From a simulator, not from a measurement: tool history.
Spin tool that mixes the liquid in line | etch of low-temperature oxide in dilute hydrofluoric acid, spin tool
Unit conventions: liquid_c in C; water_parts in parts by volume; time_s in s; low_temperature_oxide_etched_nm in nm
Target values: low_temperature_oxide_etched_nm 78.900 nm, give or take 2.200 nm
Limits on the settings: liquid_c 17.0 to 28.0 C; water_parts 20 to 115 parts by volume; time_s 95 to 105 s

| run | hour | liquid_c | water_parts | time_s | low_temperature_oxide_etched_nm |
|---|---|---|---|---|---|
| 1 | 0.0 | 20.0 | 65 | 95 | 31.014 |
| 2 | 3.5 | 21.0 | 60 | 95 | 35.587 |
| 3 | 11.8 | 22.0 | 55 | 95 | 40.432 |
| 4 | 20.2 | 22.0 | 40 | 95 | 56.714 |
| 5 | 28.6 | 22.0 | 50 | 95 | 44.881 |
| 6 | 34.5 | 22.5 | 50 | 95 | 45.818 |
| 7 | 37.7 | 23.0 | 50 | 95 | 46.647 |
| 8 | 44.2 | 23.0 | 50 | 95 | 46.275 |
|  | 49.0 | thermometer replaced |
| 9 | 49.0 | 23.5 | 45 | 95 | 50.465 |
| 10 | 51.6 | 27.5 | 25 | 95 | 111.630 |
| 11 | 57.8 | 27.5 | 25 | 95 | 109.530 |
| 12 | 59.0 | 27.0 | 25 | 95 | 109.170 |
| 13 | 66.8 | 26.5 | 25 | 95 | 106.020 |
| 14 | 74.0 | 26.5 | 25 | 95 | 105.290 |
| 15 | 77.1 | 26.0 | 25 | 95 | 103.150 |
| 16 | 81.9 | 25.5 | 25 | 95 | 101.540 |
| 17 | 83.9 | 25.0 | 25 | 95 | 98.823 |
| 18 | 88.6 | 25.0 | 25 | 95 | 98.864 |
| 19 | 95.1 | 24.5 | 25 | 95 | 98.163 |
| 20 | 100.8 | 24.0 | 25 | 95 | 94.732 |
| 21 | 102.7 | 23.5 | 25 | 95 | 94.227 |
| 22 | 107.9 | 23.5 | 25 | 95 | 92.268 |
| 23 | 111.8 | 23.0 | 25 | 95 | 91.011 |
| 24 | 116.0 | 22.5 | 25 | 95 | 88.782 |
| 25 | 124.4 | 22.0 | 25 | 95 | 87.624 |
| 26 | 132.8 | 21.5 | 25 | 95 | 86.457 |

Below are 5 possible settings for the next run. Only one of them brings all results inside the allowed miss of their targets. Which is it?
| A | 141.2 | 22.0 | 30 | 95 | ? |
| B | 141.2 | 22.5 | 30 | 95 | ? |
| C | 141.2 | 24.0 | 30 | 95 | ? |
| D | 141.2 | 21.5 | 30 | 100 | ? |
| E | 141.2 | 18.5 | 25 | 95 | ? |

| move | low_temperature_oxide_etched_nm |
|---|---|
| A | 72.148 |
| B | 73.693 |
| C | 78.494 |
| D | 74.347 |
| E | 74.906 |
A: the result that was furthest off in the last run now lies on the other side of its target
B: the result that was furthest off in the last run now lies on the other side of its target
C: every result lands within tolerance
D: the result that was furthest off in the last run now lies on the other side of its target
E: the result that was furthest off in the last run now lies on the other side of its target
Answer: C
